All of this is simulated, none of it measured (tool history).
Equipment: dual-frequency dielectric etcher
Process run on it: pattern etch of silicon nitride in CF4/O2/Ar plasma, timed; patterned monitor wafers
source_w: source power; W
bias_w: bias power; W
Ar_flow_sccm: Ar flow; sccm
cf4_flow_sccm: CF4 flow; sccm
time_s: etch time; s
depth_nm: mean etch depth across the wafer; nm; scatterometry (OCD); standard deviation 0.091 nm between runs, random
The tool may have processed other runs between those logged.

run 1 day=0 | source_w=480 bias_w=67 Ar_flow_sccm=117 cf4_flow_sccm=85 time_s=10 | depth_nm=20.934
run 2 day=0.258 | source_w=500 bias_w=67 Ar_flow_sccm=117 cf4_flow_sccm=85 time_s=10 | depth_nm=21.411
run 3 day=0.454 | source_w=500 bias_w=67 Ar_flow_sccm=97 cf4_flow_sccm=85 time_s=10 | depth_nm=22.004
run 4 day=0.625 | source_w=500 bias_w=67 Ar_flow_sccm=97 cf4_flow_sccm=96 time_s=10 | depth_nm=22.407
run 5 day=0.75 | source_w=510 bias_w=67 Ar_flow_sccm=97 cf4_flow_sccm=96 time_s=10 | depth_nm=22.817
run 6 day=0.975 | source_w=520 bias_w=67 Ar_flow_sccm=97 cf4_flow_sccm=96 time_s=10 | depth_nm=23.271
run 7 day=1.342 | source_w=530 bias_w=67 Ar_flow_sccm=97 cf4_flow_sccm=96 time_s=10 | depth_nm=23.417
run 8 day=1.696 | source_w=540 bias_w=67 Ar_flow_sccm=97 cf4_flow_sccm=96 time_s=10 | depth_nm=23.885

Forecast run 9:
run 9 day=1.938 | source_w=540 bias_w=67 Ar_flow_sccm=97 cf4_flow_sccm=96 time_s=10 | depth_nm=?

{"run 9": {"depth_nm": 23.81}}

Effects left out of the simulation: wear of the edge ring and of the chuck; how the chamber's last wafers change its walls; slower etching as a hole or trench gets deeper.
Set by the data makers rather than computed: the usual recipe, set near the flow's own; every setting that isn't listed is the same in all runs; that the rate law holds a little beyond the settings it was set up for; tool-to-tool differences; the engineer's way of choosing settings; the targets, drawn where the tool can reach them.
